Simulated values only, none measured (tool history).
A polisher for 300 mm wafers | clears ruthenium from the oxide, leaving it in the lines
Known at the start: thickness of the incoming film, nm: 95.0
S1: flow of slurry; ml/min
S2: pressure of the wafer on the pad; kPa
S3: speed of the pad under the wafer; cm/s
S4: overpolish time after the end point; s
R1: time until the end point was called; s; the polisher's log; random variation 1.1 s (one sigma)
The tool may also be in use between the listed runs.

{"run": 1, "hour": 0.0, "S1": 155, "S2": 18.6, "S3": 80, "S4": 5, "R1": 74.06}
{"run": 2, "hour": 5.8, "S1": 155, "S2": 18.6, "S3": 98, "S4": 5, "R1": 66.339}
{"run": 3, "hour": 8.9, "S1": 155, "S2": 14.5, "S3": 98, "S4": 5, "R1": 79.117}
{"run": 4, "hour": 15.0, "S1": 150, "S2": 13.1, "S3": 92, "S4": 5, "R1": 88.894}
{"run": 5, "hour": 16.7, "S1": 185, "S2": 13.1, "S3": 92, "S4": 5, "R1": 86.077}
{"run": 6, "hour": 18.7, "S1": 180, "S2": 11.7, "S3": 88, "S4": 5, "R1": 97.095}
{"run": 7, "hour": 25.3, "S1": 175, "S2": 11, "S3": 86, "S4": 5, "R1": 102.62}
{"run": 8, "hour": 29.1, "S1": 170, "S2": 10.3, "S3": 84, "S4": 5, "R1": 111}
{"run": 9, "hour": 34.2, "S1": 160, "S2": 10.3, "S3": 84, "S4": 5, "R1": 110.16}

Run 10 comes next. What will it give?
{"run": 10, "hour": 35.8, "S1": 155, "S2": 9.7, "S3": 82, "S4": 5, "R1": "?"}

R1: 117.86 s
